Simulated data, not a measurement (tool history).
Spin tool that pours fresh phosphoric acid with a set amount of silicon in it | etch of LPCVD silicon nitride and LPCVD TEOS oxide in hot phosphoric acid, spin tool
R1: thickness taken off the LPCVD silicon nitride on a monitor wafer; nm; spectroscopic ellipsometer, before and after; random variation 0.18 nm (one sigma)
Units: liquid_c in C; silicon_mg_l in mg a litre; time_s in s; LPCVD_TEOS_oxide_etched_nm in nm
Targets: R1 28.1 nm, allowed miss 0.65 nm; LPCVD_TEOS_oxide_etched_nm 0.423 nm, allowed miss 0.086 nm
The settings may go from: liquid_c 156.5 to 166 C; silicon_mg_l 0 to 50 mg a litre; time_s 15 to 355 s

run 1 hour=0 | liquid_c=161 silicon_mg_l=26 time_s=180 | R1=14.793 LPCVD_TEOS_oxide_etched_nm=0.60272
run 2 hour=7.7 | liquid_c=159 silicon_mg_l=26 time_s=180 | R1=13.88 LPCVD_TEOS_oxide_etched_nm=0.47494
run 3 hour=10.6 | liquid_c=157.5 silicon_mg_l=26 time_s=180 | R1=13.023 LPCVD_TEOS_oxide_etched_nm=0.42648
run 4 hour=16.5 | liquid_c=159 silicon_mg_l=26 time_s=180 | R1=13.769 LPCVD_TEOS_oxide_etched_nm=0.48379
run 5 hour=24.4 | liquid_c=159 silicon_mg_l=34.5 time_s=180 | R1=13.879 LPCVD_TEOS_oxide_etched_nm=0.33909
run 6 hour=29.6 | liquid_c=159.5 silicon_mg_l=37.5 time_s=200 | R1=15.615 LPCVD_TEOS_oxide_etched_nm=0.37335
run 7 hour=32.8 | liquid_c=159.5 silicon_mg_l=40 time_s=220 | R1=17.119 LPCVD_TEOS_oxide_etched_nm=0.33138
run 8 hour=36 | liquid_c=162 silicon_mg_l=48.5 time_s=300 | R1=25.306 LPCVD_TEOS_oxide_etched_nm=0.38942
run 9 hour=38.9 | liquid_c=162 silicon_mg_l=48.5 time_s=305 | R1=25.852 LPCVD_TEOS_oxide_etched_nm=0.36239

4 next moves are on the table. One of them brings every result within its allowed miss. Which?
run A hour=41.8 | liquid_c=162.5 silicon_mg_l=43 time_s=285 | R1=? LPCVD_TEOS_oxide_etched_nm=?
run B hour=41.8 | liquid_c=162 silicon_mg_l=45 time_s=315 | R1=? LPCVD_TEOS_oxide_etched_nm=?
run C hour=41.8 | liquid_c=164 silicon_mg_l=37.5 time_s=290 | R1=? LPCVD_TEOS_oxide_etched_nm=?
run D hour=41.8 | liquid_c=161 silicon_mg_l=48.5 time_s=345 | R1=? LPCVD_TEOS_oxide_etched_nm=?

move=A R1=24.655 LPCVD_TEOS_oxide_etched_nm=0.45468
move=B R1=26.801 LPCVD_TEOS_oxide_etched_nm=0.42187
move=C R1=26.364 LPCVD_TEOS_oxide_etched_nm=0.75278
move=D R1=28.39 LPCVD_TEOS_oxide_etched_nm=0.42927
A: further off than the last run
B: nearer than the last run, and not there yet
C: further off than the last run
D: meets every target
Answer: D
